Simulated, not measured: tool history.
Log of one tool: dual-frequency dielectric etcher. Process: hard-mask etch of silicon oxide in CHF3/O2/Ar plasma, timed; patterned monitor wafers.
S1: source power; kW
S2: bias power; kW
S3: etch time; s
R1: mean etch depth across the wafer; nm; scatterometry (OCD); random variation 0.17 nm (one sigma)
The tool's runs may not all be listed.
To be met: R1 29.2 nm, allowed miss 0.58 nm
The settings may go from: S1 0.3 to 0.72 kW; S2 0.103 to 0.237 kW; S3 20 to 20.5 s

run  hour    S1     S2  S3      R1
  1     0  0.51   0.17  20  35.758
  2   8.4  0.47  0.163  20  33.468
  3  15.7  0.41  0.163  20  30.879
  4  20.6   0.5  0.163  20  34.992
  5    24  0.47  0.163  20  33.434
  6  27.2  0.47  0.148  20  32.262
  7  33.3  0.45  0.147  20  31.132
  8  35.6  0.44  0.147  20  30.703
  9  39.4  0.43  0.147  20   30.52

Which of these 4 next moves meets every target?
  A  43.2  0.46  0.156  20.5   ?
  B  43.2   0.5  0.145    20   ?
  C  43.2   0.4  0.151    20   ?
  D  43.2  0.42  0.156  20.5   ?

move      R1
   A  33.086
   B  32.805
   C  28.985
   D  31.199
A: further off than the last run
B: further off than the last run
C: meets every target
D: further off than the last run
Move C is the one to make.
